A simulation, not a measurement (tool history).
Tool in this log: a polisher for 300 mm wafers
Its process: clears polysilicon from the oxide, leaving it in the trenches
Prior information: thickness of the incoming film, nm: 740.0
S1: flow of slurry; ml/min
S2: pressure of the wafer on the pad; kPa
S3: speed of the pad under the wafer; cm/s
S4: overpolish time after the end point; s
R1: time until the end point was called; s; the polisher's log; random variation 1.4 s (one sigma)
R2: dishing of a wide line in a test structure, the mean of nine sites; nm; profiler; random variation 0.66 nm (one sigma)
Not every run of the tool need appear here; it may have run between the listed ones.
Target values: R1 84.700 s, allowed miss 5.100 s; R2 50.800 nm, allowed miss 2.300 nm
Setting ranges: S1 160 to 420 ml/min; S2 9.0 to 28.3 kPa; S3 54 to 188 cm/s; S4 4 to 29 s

run	day	S1	S2	S3	S4	R1	R2
1	0.000	270	18.6	120	15	37.374	52.611
2	0.154	200	18.6	120	15	37.788	53.585
3	0.392	200	16.5	112	15	47.280	51.179
4	0.712	190	15.2	108	18	53.852	51.774
5	0.929	190	18.6	108	18	43.758	53.214
6	1.229	190	18.6	80	18	57.259	50.879
7	1.296	185	17.2	80	19	61.679	52.880
8	1.650	185	16.5	80	18	64.188	50.186
9	1.996	185	15.9	80	19	66.108	49.554
10	2.371	180	15.9	78	21	70.504	51.178
11	2.662	180	15.2	78	21	69.456	50.568
12	2.992	175	14.5	78	22	74.892	51.938
13	3.292	175	13.8	78	22	77.944	50.411
14	3.654	175	13.8	78	22	77.117	50.535

Of the 4 settings listed for the next run, only one would bring every result within its allowed miss of target. Which one?
A	4.017	165	13.1	64	28	?	?
B	4.017	165	22.1	56	17	?	?
C	4.017	165	13.8	82	22	?	?
D	4.017	225	17.9	54	25	?	?

move	R1	R2
A	96.803	51.359
B	69.643	50.008
C	73.228	51.600
D	84.130	51.532
A: pushes the last run's worst result past its target
B: lands further from the targets than the last run did
C: lands further from the targets than the last run did
D: hits every target within its allowed miss
So the answer is move D, the one that meets all the targets.
